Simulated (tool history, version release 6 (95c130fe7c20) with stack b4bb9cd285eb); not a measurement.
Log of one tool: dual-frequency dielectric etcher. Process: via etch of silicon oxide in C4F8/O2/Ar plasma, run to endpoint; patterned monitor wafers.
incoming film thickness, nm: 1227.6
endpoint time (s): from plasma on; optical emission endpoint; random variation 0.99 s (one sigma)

| run | hour | source power (kW) | bias power (kW) | endpoint time (s) |
|---|---|---|---|---|
| 1 | 0 | 2.09 | 2.061 | 227.83 |
| 2 | 5.4 | 1.9 | 1.987 | 240.03 |
| 3 | 9.2 | 1.9 | 2.352 | 227.01 |
| 4 | 10.9 | 1.73 | 2.256 | 236.16 |
| 5 | 15.2 | 1.6 | 2.154 | 248.76 |
| 6 | 15.8 | 1.52 | 2.123 | 254.5 |

Forecast run 7:
| 7 | 17.1 | 1.46 | 2.106 | ? |

Run 7 gave endpoint time (s) 261.

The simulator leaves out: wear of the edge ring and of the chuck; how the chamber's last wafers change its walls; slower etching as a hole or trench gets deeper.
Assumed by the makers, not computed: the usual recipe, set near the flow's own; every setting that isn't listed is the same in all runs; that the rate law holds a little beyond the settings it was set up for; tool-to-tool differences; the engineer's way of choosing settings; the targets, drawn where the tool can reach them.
